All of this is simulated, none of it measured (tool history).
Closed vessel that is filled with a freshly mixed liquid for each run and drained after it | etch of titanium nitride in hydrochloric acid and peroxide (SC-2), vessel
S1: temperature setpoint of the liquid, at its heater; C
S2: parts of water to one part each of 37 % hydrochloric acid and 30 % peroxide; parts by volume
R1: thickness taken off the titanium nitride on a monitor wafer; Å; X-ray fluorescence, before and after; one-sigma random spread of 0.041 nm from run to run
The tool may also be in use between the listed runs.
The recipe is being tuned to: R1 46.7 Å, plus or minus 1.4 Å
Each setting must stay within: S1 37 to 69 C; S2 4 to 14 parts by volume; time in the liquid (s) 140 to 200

Run 1, hour 0: S1 53 C, S2 7.5 parts by volume, time in the liquid (s) 200. Result: R1 104.54 Å.
Run 2, hour 7.8: S1 53 C, S2 7.5 parts by volume, time in the liquid (s) 140. Result: R1 73.383 Å.
Run 3, hour 9.6: S1 51 C, S2 7.5 parts by volume, time in the liquid (s) 140. Result: R1 64.241 Å.
Run 4, hour 17.7: S1 50 C, S2 7.5 parts by volume, time in the liquid (s) 140. Result: R1 59.399 Å.
Run 5, hour 19.7: S1 50 C, S2 7.5 parts by volume, time in the liquid (s) 200. Result: R1 85.26 Å.
Run 6, hour 21.5: S1 47 C, S2 7.5 parts by volume, time in the liquid (s) 200. Result: R1 69.641 Å.
Run 7, hour 28.4: S1 45 C, S2 7.5 parts by volume, time in the liquid (s) 200. Result: R1 61.184 Å.
Run 8, hour 36.4: S1 45 C, S2 7.5 parts by volume, time in the liquid (s) 200. Result: R1 61.221 Å.
Run 9, hour 39.8: S1 45 C, S2 7.5 parts by volume, time in the liquid (s) 200. Result: R1 61.561 Å.
Run 10, hour 46.9: S1 40 C, S2 7.5 parts by volume, time in the liquid (s) 200. Result: R1 42.976 Å.
Run 11, hour 50.1: S1 40.5 C, S2 7.5 parts by volume, time in the liquid (s) 200. Result: R1 43.697 Å.

Which one of the following 5 next-run settings gets every result inside its allowed miss? There is exactly one.
Run A, hour 53.3: S1 40.5 C, S2 7 parts by volume, time in the liquid (s) 180. Result: R1 ?.
Run B, hour 53.3: S1 39.5 C, S2 5.5 parts by volume, time in the liquid (s) 175. Result: R1 ?.
Run C, hour 53.3: S1 39.5 C, S2 6.5 parts by volume, time in the liquid (s) 185. Result: R1 ?.
Run D, hour 53.3: S1 45 C, S2 8 parts by volume, time in the liquid (s) 150. Result: R1 ?.
Run E, hour 53.3: S1 41.5 C, S2 7 parts by volume, time in the liquid (s) 170. Result: R1 ?.

move      R1
   A  42.894
   B  46.613
   C  43.479
   D  44.037
   E  43.472
A: its largest miss is bigger than the last run's
B: meets every target
C: its largest miss is bigger than the last run's
D: closes in on the targets versus the last run, not all within tolerance yet
E: its largest miss is bigger than the last run's
The right move is B.

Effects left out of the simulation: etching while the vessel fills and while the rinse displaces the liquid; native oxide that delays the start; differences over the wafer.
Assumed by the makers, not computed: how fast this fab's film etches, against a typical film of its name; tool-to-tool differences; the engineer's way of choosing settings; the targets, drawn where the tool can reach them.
